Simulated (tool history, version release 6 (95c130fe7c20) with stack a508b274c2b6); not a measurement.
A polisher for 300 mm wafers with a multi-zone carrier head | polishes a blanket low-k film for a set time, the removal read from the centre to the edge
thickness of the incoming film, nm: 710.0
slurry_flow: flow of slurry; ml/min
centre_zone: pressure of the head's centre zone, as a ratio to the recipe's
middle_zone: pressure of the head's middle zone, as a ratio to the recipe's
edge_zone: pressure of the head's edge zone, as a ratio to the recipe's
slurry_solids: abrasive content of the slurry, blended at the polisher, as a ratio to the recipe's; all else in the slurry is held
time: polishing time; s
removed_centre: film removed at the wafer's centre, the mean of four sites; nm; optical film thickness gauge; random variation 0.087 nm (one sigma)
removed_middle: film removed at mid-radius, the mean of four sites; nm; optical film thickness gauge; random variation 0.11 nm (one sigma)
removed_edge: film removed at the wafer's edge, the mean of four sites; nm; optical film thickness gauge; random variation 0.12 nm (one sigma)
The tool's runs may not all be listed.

| run | hour | slurry_flow | centre_zone | middle_zone | edge_zone | slurry_solids | time | removed_centre | removed_middle | removed_edge |
|---|---|---|---|---|---|---|---|---|---|---|
| 1 | 0.0 | 160 | 1.00 | 1.00 | 1.00 | 1.00 | 30 | 9.9419 | 9.7053 | 9.6847 |
| 2 | 4.4 | 170 | 1.02 | 1.03 | 1.03 | 1.05 | 30 | 10.3380 | 10.2120 | 10.3080 |
| 3 | 12.9 | 170 | 1.02 | 1.03 | 1.03 | 1.20 | 30 | 10.9030 | 10.8050 | 10.6530 |
| 4 | 16.8 | 180 | 1.04 | 1.06 | 1.04 | 1.25 | 30 | 11.4520 | 11.3280 | 11.0490 |
| 5 | 24.1 | 180 | 1.04 | 1.03 | 1.04 | 1.25 | 30 | 11.3450 | 10.9600 | 10.9660 |
| 6 | 24.7 | 180 | 1.04 | 1.11 | 1.04 | 1.25 | 30 | 11.3920 | 11.8070 | 10.9220 |
| 7 | 27.7 | 225 | 1.10 | 1.19 | 1.14 | 1.35 | 30 | 12.7850 | 13.1200 | 12.2160 |
| 8 | 28.3 | 225 | 1.10 | 1.19 | 1.13 | 1.35 | 30 | 12.9290 | 13.1230 | 11.9920 |
| 9 | 33.9 | 230 | 1.09 | 1.19 | 1.12 | 1.40 | 30 | 13.0770 | 13.4140 | 12.1870 |

Forecast run 10:
| 10 | 35.9 | 235 | 1.08 | 1.19 | 1.11 | 1.45 | 30 | ? | ? | ? |

{"run 10": {"removed_centre": 13.072, "removed_middle": 13.67, "removed_edge": 12.273}}

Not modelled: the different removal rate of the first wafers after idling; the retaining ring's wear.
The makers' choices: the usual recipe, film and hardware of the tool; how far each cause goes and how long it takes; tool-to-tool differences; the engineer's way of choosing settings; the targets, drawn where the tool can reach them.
